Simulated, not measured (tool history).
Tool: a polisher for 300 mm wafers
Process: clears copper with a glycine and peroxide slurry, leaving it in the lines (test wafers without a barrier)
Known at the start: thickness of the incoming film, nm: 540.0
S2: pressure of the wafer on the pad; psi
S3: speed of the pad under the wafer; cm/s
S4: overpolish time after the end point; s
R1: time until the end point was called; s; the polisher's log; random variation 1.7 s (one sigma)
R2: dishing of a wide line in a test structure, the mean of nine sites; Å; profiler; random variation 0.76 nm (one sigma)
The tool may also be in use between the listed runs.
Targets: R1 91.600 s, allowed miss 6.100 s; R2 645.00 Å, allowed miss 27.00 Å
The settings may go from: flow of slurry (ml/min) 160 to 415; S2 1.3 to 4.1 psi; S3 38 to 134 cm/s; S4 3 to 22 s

{"run": 1, "day": 0.0, "flow of slurry (ml/min)": 265, "S2": 2.7, "S3": 86, "S4": 11, "R1": 131.8, "R2": 283.59}
{"run": 2, "day": 0.346, "flow of slurry (ml/min)": 265, "S2": 2.1, "S3": 86, "S4": 11, "R1": 161.0, "R2": 236.57}
{"run": 3, "day": 0.612, "flow of slurry (ml/min)": 265, "S2": 2.1, "S3": 100, "S4": 11, "R1": 150.38, "R2": 262.15}
{"run": 4, "day": 0.796, "flow of slurry (ml/min)": 335, "S2": 2.1, "S3": 100, "S4": 11, "R1": 147.26, "R2": 262.24}
{"run": 5, "day": 1.171, "flow of slurry (ml/min)": 335, "S2": 2.1, "S3": 100, "S4": 13, "R1": 146.14, "R2": 309.0}
{"run": 6, "day": 1.279, "flow of slurry (ml/min)": 335, "S2": 2.2, "S3": 102, "S4": 13, "R1": 139.13, "R2": 316.95}
{"run": 7, "day": 1.571, "flow of slurry (ml/min)": 335, "S2": 2.3, "S3": 104, "S4": 13, "R1": 128.91, "R2": 328.42}
{"run": 8, "day": 1.692, "flow of slurry (ml/min)": 335, "S2": 2.4, "S3": 104, "S4": 14, "R1": 127.8, "R2": 365.43}
{"run": 9, "day": 1.825, "flow of slurry (ml/min)": 335, "S2": 2.5, "S3": 104, "S4": 14, "R1": 120.0, "R2": 365.7}
{"run": 10, "day": 1.908, "flow of slurry (ml/min)": 335, "S2": 2.5, "S3": 104, "S4": 14, "R1": 124.56, "R2": 380.66}
{"run": 11, "day": 2.262, "flow of slurry (ml/min)": 335, "S2": 2.5, "S3": 104, "S4": 14, "R1": 123.32, "R2": 370.34}
{"run": 12, "day": 2.504, "flow of slurry (ml/min)": 330, "S2": 3.2, "S3": 106, "S4": 18, "R1": 99.939, "R2": 558.55}
{"run": 13, "day": 2.592, "flow of slurry (ml/min)": 330, "S2": 3.3, "S3": 108, "S4": 19, "R1": 95.179, "R2": 600.32}
{"run": 14, "day": 2.846, "flow of slurry (ml/min)": 330, "S2": 3.4, "S3": 108, "S4": 19, "R1": 92.773, "R2": 604.26}
{"run": 15, "day": 3.104, "flow of slurry (ml/min)": 330, "S2": 3.4, "S3": 110, "S4": 19, "R1": 94.209, "R2": 598.68}

Which of these 4 next moves meets every target?
{"run": "A", "day": 3.362, "flow of slurry (ml/min)": 295, "S2": 3.0, "S3": 104, "S4": 20, "R1": "?", "R2": "?"}
{"run": "B", "day": 3.362, "flow of slurry (ml/min)": 245, "S2": 3.2, "S3": 104, "S4": 21, "R1": "?", "R2": "?"}
{"run": "C", "day": 3.362, "flow of slurry (ml/min)": 325, "S2": 4.1, "S3": 112, "S4": 15, "R1": "?", "R2": "?"}
{"run": "D", "day": 3.362, "flow of slurry (ml/min)": 375, "S2": 3.2, "S3": 118, "S4": 21, "R1": "?", "R2": "?"}

move=A R1=105.710 R2=567.74
move=B R1=102.220 R2=607.25
move=C R1=76.486 R2=595.14
move=D R1=90.566 R2=662.03
A: further off than the last run
B: as far off as the last run
C: further off than the last run
D: meets every target
Move D is the one to make.

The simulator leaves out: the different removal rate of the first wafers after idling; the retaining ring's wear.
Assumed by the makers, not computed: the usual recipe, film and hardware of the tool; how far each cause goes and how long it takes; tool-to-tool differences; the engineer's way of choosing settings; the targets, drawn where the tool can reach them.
